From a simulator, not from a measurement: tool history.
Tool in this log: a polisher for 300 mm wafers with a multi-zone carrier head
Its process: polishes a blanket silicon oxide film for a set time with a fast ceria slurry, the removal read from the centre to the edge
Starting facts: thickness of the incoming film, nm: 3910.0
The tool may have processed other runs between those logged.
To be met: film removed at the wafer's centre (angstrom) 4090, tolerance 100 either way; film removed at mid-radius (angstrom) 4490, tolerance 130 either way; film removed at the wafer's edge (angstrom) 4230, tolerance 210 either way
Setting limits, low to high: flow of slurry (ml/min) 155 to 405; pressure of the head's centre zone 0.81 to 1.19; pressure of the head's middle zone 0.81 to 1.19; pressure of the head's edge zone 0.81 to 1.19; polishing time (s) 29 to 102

run,hour,flow of slurry (ml/min),pressure of the head's centre zone,pressure of the head's middle zone,pressure of the head's edge zone,polishing time (s),film removed at the wafer's centre (angstrom),film removed at mid-radius (angstrom),film removed at the wafer's edge (angstrom)
1,0,260,1,1,1,65,8046.8,7945.7,7974
2,3.6,260,0.92,1,1,65,7416.7,8021.3,7886
3,8.7,260,0.92,1,1.07,65,7435.9,8006.1,8138.2
4,11.9,260,0.97,1,1.07,65,7808.2,7936,8110.2
5,16.6,260,0.97,1,1.1,65,7802.7,7905.8,8218.2
6,21.3,255,0.96,1,1.06,59,7024.8,7279.4,7424.1
7,23.8,245,0.95,0.99,1.02,54,6249.4,6573.5,6546.9
8,26.5,205,0.85,0.89,0.92,36,3652.3,3913.4,4102.9
9,27.6,225,0.85,0.9,0.91,36,3715.8,3958.2,4201.3
10,30.7,230,0.86,0.92,0.9,36,3756,4049.7,4070.3
11,35.9,245,0.86,0.93,0.9,36,3804.6,4110.6,4003.5
12,43.5,250,0.86,0.94,0.91,36,3777.3,4195.2,4204.9
13,51.1,255,0.87,0.95,0.91,36,3859.3,4190,4106.7
14,54,255,0.87,0.95,0.91,36,3835,4237.5,4071.7

Below are 5 possible settings for the next run. Only one of them brings all results inside the allowed miss of their targets. Which is it?
A,56.9,235,0.98,0.92,0.83,35,?,?,?
B,56.9,265,0.92,0.95,0.84,38,?,?,?
C,56.9,200,0.91,1,0.91,38,?,?,?
D,56.9,230,0.96,0.98,0.86,35,?,?,?
E,56.9,290,0.95,0.98,0.81,36,?,?,?

move,film removed at the wafer's centre (angstrom),film removed at mid-radius (angstrom),film removed at the wafer's edge (angstrom)
A,4167.6,3949.9,3873.1
B,4313.7,4469.2,4271.2
C,4100.3,4500.5,4307.6
D,4071.3,4153.4,3923.6
E,4266.9,4387.3,4009.8
A: brings the last run's worst result on target, with another outside its allowed miss
B: pushes the last run's worst result past its target
C: every result within its allowed miss
D: brings the last run's worst result on target, with another outside its allowed miss
E: pushes the last run's worst result past its target
So the answer is move C, the one that meets all the targets.

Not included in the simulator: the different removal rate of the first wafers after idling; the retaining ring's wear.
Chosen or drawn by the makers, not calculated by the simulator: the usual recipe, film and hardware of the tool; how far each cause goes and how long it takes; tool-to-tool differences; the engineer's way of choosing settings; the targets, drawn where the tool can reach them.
